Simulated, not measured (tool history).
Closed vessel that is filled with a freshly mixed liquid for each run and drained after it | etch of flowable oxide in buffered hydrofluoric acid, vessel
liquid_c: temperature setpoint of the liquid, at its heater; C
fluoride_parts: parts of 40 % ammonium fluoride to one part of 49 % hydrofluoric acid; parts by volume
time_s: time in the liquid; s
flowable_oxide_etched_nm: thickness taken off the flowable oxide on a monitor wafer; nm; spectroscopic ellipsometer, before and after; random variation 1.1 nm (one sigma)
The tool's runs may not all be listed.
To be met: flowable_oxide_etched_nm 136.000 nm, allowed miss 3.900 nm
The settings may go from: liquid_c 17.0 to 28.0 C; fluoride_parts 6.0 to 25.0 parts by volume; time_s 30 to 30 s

run 1 day=0.000 | liquid_c=20.0 fluoride_parts=15.5 time_s=30 | flowable_oxide_etched_nm=57.456
run 2 day=0.158 | liquid_c=21.0 fluoride_parts=15.0 time_s=30 | flowable_oxide_etched_nm=62.842
run 3 day=0.446 | liquid_c=21.0 fluoride_parts=17.0 time_s=30 | flowable_oxide_etched_nm=55.520
run 4 day=0.629 | liquid_c=22.0 fluoride_parts=16.0 time_s=30 | flowable_oxide_etched_nm=61.976
run 5 day=0.712 | liquid_c=22.0 fluoride_parts=16.0 time_s=30 | flowable_oxide_etched_nm=62.297
run 6 day=1.000 | liquid_c=22.5 fluoride_parts=15.0 time_s=30 | flowable_oxide_etched_nm=69.168
run 7 day=1.296 | liquid_c=23.0 fluoride_parts=14.5 time_s=30 | flowable_oxide_etched_nm=72.554
run 8 day=1.433 | liquid_c=23.5 fluoride_parts=14.0 time_s=30 | flowable_oxide_etched_nm=77.040
run 9 day=1.800 | liquid_c=24.0 fluoride_parts=13.5 time_s=30 | flowable_oxide_etched_nm=82.055

4 next moves are on the table. One of them brings every result within its allowed miss. Which?
run A day=2.167 | liquid_c=22.5 fluoride_parts=8.0 time_s=30 | flowable_oxide_etched_nm=?
run B day=2.167 | liquid_c=24.5 fluoride_parts=7.5 time_s=30 | flowable_oxide_etched_nm=?
run C day=2.167 | liquid_c=23.0 fluoride_parts=16.5 time_s=30 | flowable_oxide_etched_nm=?
run D day=2.167 | liquid_c=25.5 fluoride_parts=8.5 time_s=30 | flowable_oxide_etched_nm=?

move=A flowable_oxide_etched_nm=123.040
move=B flowable_oxide_etched_nm=147.180
move=C flowable_oxide_etched_nm=63.793
move=D flowable_oxide_etched_nm=135.680
A: nearer than the last run, and not there yet
B: takes the result that was furthest off past its target
C: further off than the last run
D: meets every target
The right move is D.

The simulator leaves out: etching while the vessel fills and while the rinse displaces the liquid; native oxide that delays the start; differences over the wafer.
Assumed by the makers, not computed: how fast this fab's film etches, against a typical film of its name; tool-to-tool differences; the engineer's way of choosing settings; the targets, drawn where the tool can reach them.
